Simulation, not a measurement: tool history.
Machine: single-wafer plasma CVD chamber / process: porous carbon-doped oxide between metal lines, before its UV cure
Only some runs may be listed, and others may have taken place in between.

run,day,heater temperature setpoint (K),RF power (W),deposition time (s),mean film thickness on the monitor wafer (angstrom)
1,0,583.15,665,17.2,1118.5
2,0.25,583.15,745,17.2,1242.6
3,0.371,583.15,745,16.3,1179.4
4,0.454,588.15,715,16.3,1110.4
5,0.55,584.15,715,16.3,1127.9
6,0.608,584.15,715,17.2,1190.5
7,0.708,588.15,685,17.2,1122.3
8,0.992,592.15,660,17.2,1064.9
9,1.229,595.15,645,17.2,1022.4

Expected results for the next run?
10,1.362,597.15,635,17.2,?

mean film thickness on the monitor wafer (angstrom): 1005.2
